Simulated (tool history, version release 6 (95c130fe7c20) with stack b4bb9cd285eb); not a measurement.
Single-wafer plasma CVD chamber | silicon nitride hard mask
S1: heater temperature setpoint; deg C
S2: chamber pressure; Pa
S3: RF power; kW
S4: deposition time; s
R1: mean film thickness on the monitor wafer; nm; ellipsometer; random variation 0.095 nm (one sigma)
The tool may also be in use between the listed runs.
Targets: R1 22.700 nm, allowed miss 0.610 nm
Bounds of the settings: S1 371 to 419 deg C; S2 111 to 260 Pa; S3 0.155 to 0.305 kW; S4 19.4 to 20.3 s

| run | hour | S1 | S2 | S3 | S4 | R1 |
|---|---|---|---|---|---|---|
| 1 | 0.0 | 395 | 185 | 0.230 | 20.3 | 19.006 |
| 2 | 0.8 | 395 | 185 | 0.205 | 20.3 | 17.473 |
| 3 | 8.0 | 395 | 192 | 0.210 | 20.3 | 17.856 |
| 4 | 15.8 | 395 | 192 | 0.190 | 20.3 | 16.472 |
| 5 | 22.4 | 404 | 192 | 0.190 | 20.3 | 16.202 |
| 6 | 24.9 | 403 | 200 | 0.200 | 20.3 | 17.299 |
| 7 | 26.7 | 403 | 207 | 0.205 | 20.3 | 17.808 |
| 8 | 27.7 | 403 | 213 | 0.210 | 20.3 | 18.222 |
| 9 | 35.0 | 403 | 219 | 0.215 | 20.3 | 18.801 |
| 10 | 42.1 | 403 | 224 | 0.220 | 20.3 | 19.403 |
| 11 | 50.3 | 403 | 228 | 0.225 | 20.3 | 19.524 |
| 12 | 56.6 | 403 | 231 | 0.230 | 20.3 | 20.173 |
| 13 | 62.7 | 403 | 233 | 0.235 | 20.3 | 20.664 |
| 14 | 65.0 | 403 | 236 | 0.235 | 20.3 | 20.578 |
| 15 | 70.0 | 403 | 239 | 0.240 | 20.3 | 21.124 |
|  | 76.0 | thermocouple changed; heater temperature recalibrated |
| 16 | 76.0 | 403 | 241 | 0.240 | 20.3 | 21.089 |

4 next moves are on the table. One of them brings every result within its allowed miss. Which?
| A | 82.0 | 397 | 224 | 0.250 | 20.3 | ? |
| B | 82.0 | 408 | 257 | 0.255 | 20.3 | ? |
| C | 82.0 | 400 | 240 | 0.235 | 19.4 | ? |
| D | 82.0 | 400 | 227 | 0.230 | 19.7 | ? |

| move | R1 |
|---|---|
| A | 21.454 |
| B | 22.474 |
| C | 19.877 |
| D | 19.551 |
A: nearer than the last run, and not there yet
B: meets every target
C: further off than the last run
D: further off than the last run
Answer: B

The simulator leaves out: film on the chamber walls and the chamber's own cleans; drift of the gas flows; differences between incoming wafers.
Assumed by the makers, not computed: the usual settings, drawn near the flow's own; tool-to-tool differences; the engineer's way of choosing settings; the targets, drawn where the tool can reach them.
